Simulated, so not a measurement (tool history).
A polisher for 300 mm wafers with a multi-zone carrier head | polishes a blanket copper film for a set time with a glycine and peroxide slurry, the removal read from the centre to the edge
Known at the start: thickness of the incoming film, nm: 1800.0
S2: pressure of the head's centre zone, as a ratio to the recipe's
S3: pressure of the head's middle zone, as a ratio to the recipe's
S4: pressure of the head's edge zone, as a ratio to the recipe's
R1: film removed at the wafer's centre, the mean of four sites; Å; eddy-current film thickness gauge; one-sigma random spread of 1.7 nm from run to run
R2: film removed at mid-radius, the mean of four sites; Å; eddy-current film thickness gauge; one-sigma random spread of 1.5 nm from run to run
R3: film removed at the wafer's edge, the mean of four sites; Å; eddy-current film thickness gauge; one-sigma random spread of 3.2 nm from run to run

{"run": 1, "hour": 0.0, "flow of slurry (ml/min)": 275, "S2": 1, "S3": 1, "S4": 1, "polishing time (s)": 37, "R1": 2469.1, "R2": 2413.6, "R3": 2485.4}
{"run": 2, "hour": 3.6, "flow of slurry (ml/min)": 275, "S2": 1.04, "S3": 1, "S4": 1, "polishing time (s)": 37, "R1": 2547.6, "R2": 2431.1, "R3": 2508.6}
{"run": 3, "hour": 4.2, "flow of slurry (ml/min)": 270, "S2": 1.03, "S3": 0.98, "S4": 0.98, "polishing time (s)": 37, "R1": 2560.5, "R2": 2395.1, "R3": 2531}
{"run": 4, "hour": 11.6, "flow of slurry (ml/min)": 270, "S2": 1.03, "S3": 0.98, "S4": 0.98, "polishing time (s)": 41, "R1": 2794.8, "R2": 2665.2, "R3": 2760.4}
{"run": 5, "hour": 20.6, "flow of slurry (ml/min)": 270, "S2": 1.03, "S3": 0.98, "S4": 0.9, "polishing time (s)": 41, "R1": 2823.4, "R2": 2644.3, "R3": 2665.8}
{"run": 6, "hour": 25.6, "flow of slurry (ml/min)": 270, "S2": 1.03, "S3": 0.97, "S4": 0.89, "polishing time (s)": 40, "R1": 2754.3, "R2": 2556.1, "R3": 2539.5}
{"run": 7, "hour": 27.3, "flow of slurry (ml/min)": 270, "S2": 1.02, "S3": 0.95, "S4": 0.88, "polishing time (s)": 40, "R1": 2760.8, "R2": 2520.7, "R3": 2547.6}
{"run": 8, "hour": 33.2, "flow of slurry (ml/min)": 270, "S2": 1.02, "S3": 0.95, "S4": 0.88, "polishing time (s)": 40, "R1": 2692.5, "R2": 2502.5, "R3": 2519}
{"run": 9, "hour": 35.8, "flow of slurry (ml/min)": 270, "S2": 1.01, "S3": 0.93, "S4": 0.87, "polishing time (s)": 40, "R1": 2715.5, "R2": 2447.9, "R3": 2540.2}
{"run": 10, "hour": 39.3, "flow of slurry (ml/min)": 270, "S2": 1, "S3": 0.92, "S4": 0.86, "polishing time (s)": 39, "R1": 2618.7, "R2": 2367.7, "R3": 2453.1}
{"run": 11, "hour": 45.4, "flow of slurry (ml/min)": 270, "S2": 1, "S3": 0.91, "S4": 0.85, "polishing time (s)": 39, "R1": 2579.4, "R2": 2398.5, "R3": 2435.2}
{"run": 12, "hour": 51.1, "flow of slurry (ml/min)": 265, "S2": 1, "S3": 0.9, "S4": 0.85, "polishing time (s)": 39, "R1": 2600.4, "R2": 2369, "R3": 2466.2}
{"run": 13, "hour": 58.0, "flow of slurry (ml/min)": 265, "S2": 1, "S3": 0.89, "S4": 0.85, "polishing time (s)": 38, "R1": 2528, "R2": 2247.5, "R3": 2407.9}
{"run": 14, "hour": 63.3, "flow of slurry (ml/min)": 265, "S2": 1, "S3": 0.88, "S4": 0.83, "polishing time (s)": 36, "R1": 2392.8, "R2": 2097.9, "R3": 2253.3}

Expected results for the next run?
{"run": 15, "hour": 65.0, "flow of slurry (ml/min)": 255, "S2": 1, "S3": 0.88, "S4": 0.82, "polishing time (s)": 36, "R1": "?", "R2": "?", "R3": "?"}

Logged for run 15: R1 2402.9 Å, R2 2105.6 Å, R3 2268.4 Å.
